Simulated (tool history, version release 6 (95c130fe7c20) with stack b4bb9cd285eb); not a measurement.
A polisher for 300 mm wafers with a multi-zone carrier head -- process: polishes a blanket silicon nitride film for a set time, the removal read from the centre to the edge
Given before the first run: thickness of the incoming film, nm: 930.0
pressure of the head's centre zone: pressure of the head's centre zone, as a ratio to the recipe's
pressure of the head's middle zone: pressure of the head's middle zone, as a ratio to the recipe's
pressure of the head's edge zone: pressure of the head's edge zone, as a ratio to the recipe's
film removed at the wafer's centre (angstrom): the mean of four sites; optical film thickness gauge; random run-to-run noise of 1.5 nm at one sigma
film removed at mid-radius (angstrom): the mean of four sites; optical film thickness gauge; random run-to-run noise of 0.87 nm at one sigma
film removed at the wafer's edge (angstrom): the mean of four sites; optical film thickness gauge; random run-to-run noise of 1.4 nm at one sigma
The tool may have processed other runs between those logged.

run	hour	flow of slurry (ml/min)	pressure of the head's centre zone	pressure of the head's middle zone	pressure of the head's edge zone	polishing time (s)	film removed at the wafer's centre (angstrom)	film removed at mid-radius (angstrom)	film removed at the wafer's edge (angstrom)
1	0	250	1	1	1	68	856.73	851.45	874.99
2	4.8	255	1	1	1.01	69	853.97	859.2	889.75
3	8.6	255	1.01	1	1.02	70	894.16	875.95	900.92
4	16.3	255	1.01	1	1.03	71	879.34	888.65	899.94
5	25.1	255	1.01	1	1.02	72	919.68	907.87	924.92
6	32.4	255	1.01	1	1.02	73	943.12	904.48	925.74
7	38.2	255	1	1	1.03	74	920.37	936.45	938.7

Run 8 is up next; what results do you expect?
8	40.6	255	1	0.99	1.03	75	?	?	?

film removed at the wafer's centre (angstrom): 929.7
film removed at mid-radius (angstrom): 923.2
film removed at the wafer's edge (angstrom): 968.87
